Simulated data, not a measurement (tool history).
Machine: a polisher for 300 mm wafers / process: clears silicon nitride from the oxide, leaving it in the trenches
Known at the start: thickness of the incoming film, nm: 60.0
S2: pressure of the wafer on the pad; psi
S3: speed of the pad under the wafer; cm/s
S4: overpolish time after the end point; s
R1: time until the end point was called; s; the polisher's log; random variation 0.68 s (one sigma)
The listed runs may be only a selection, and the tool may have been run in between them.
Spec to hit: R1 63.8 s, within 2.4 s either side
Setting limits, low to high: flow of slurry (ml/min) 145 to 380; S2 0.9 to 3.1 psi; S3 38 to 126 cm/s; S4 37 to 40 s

Run 1, hour 0: flow of slurry (ml/min) 245, S2 2 psi, S3 82 cm/s, S4 37 s. Result: R1 94.584 s.
Run 2, hour 0.5: flow of slurry (ml/min) 245, S2 2 psi, S3 82 cm/s, S4 37 s. Result: R1 97.535 s.
Run 3, hour 1.9: flow of slurry (ml/min) 245, S2 2 psi, S3 96 cm/s, S4 37 s. Result: R1 81.554 s.
Run 4, hour 8.8: flow of slurry (ml/min) 245, S2 2.1 psi, S3 96 cm/s, S4 37 s. Result: R1 78.301 s.
Run 5, hour 10.6: flow of slurry (ml/min) 245, S2 2.2 psi, S3 96 cm/s, S4 37 s. Result: R1 74.242 s.
Run 6, hour 14.2: flow of slurry (ml/min) 190, S2 2.2 psi, S3 96 cm/s, S4 37 s. Result: R1 75.021 s.
Run 7, hour 18.8: flow of slurry (ml/min) 190, S2 2.3 psi, S3 96 cm/s, S4 37 s. Result: R1 73.549 s.
Run 8, hour 26.7: flow of slurry (ml/min) 190, S2 2.4 psi, S3 96 cm/s, S4 37 s. Result: R1 69.479 s.
Run 9, hour 32.9: flow of slurry (ml/min) 190, S2 2.5 psi, S3 96 cm/s, S4 37 s. Result: R1 65.802 s.

Which single option among these 5 for the next run brings every result within its allowed miss of target? Just one does.
Run A, hour 39.1: flow of slurry (ml/min) 205, S2 2.4 psi, S3 98 cm/s, S4 37 s. Result: R1 ?.
Run B, hour 39.1: flow of slurry (ml/min) 145, S2 2.4 psi, S3 98 cm/s, S4 40 s. Result: R1 ?.
Run C, hour 39.1: flow of slurry (ml/min) 245, S2 2.2 psi, S3 104 cm/s, S4 37 s. Result: R1 ?.
Run D, hour 39.1: flow of slurry (ml/min) 150, S2 2.6 psi, S3 98 cm/s, S4 40 s. Result: R1 ?.
Run E, hour 39.1: flow of slurry (ml/min) 205, S2 2.3 psi, S3 98 cm/s, S4 40 s. Result: R1 ?.

move      R1
   A  69.479
   B  71.112
   C  70.527
   D   65.62
   E   72.42
A: lands further from the targets than the last run did
B: lands further from the targets than the last run did
C: lands further from the targets than the last run did
D: every result within its allowed miss
E: lands further from the targets than the last run did
D is the move that brings every result within its allowed miss.
